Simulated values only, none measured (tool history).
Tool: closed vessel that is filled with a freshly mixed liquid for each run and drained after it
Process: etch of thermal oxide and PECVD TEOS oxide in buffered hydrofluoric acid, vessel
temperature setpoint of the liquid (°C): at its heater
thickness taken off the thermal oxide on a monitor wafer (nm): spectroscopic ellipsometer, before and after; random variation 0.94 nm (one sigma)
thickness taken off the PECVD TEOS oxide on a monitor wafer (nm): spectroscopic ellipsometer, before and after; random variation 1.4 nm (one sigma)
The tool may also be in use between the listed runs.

run,day,temperature setpoint of the liquid (°C),parts of 40 % ammonium fluoride to one part of 49 % hydrofluoric acid (parts by volume),time in the liquid (s),thickness taken off the thermal oxide on a monitor wafer (nm),thickness taken off the PECVD TEOS oxide on a monitor wafer (nm)
1,0,25,7.5,60,79.683,146.64
2,0.3,25,8.5,60,70.014,127.4
3,0.679,25,8.5,35,40.313,74.937
4,0.767,25,8.5,30,34.93,63.434
# day 0.862: thermometer replaced
5,0.862,26.5,8,35,52.503,95.458
6,1.162,28,8,35,56.359,104.22

Run 7 comes next. What will it give?
7,1.217,32,5.5,65,?,?

thickness taken off the thermal oxide on a monitor wafer (nm): 184.14
thickness taken off the PECVD TEOS oxide on a monitor wafer (nm): 337.03
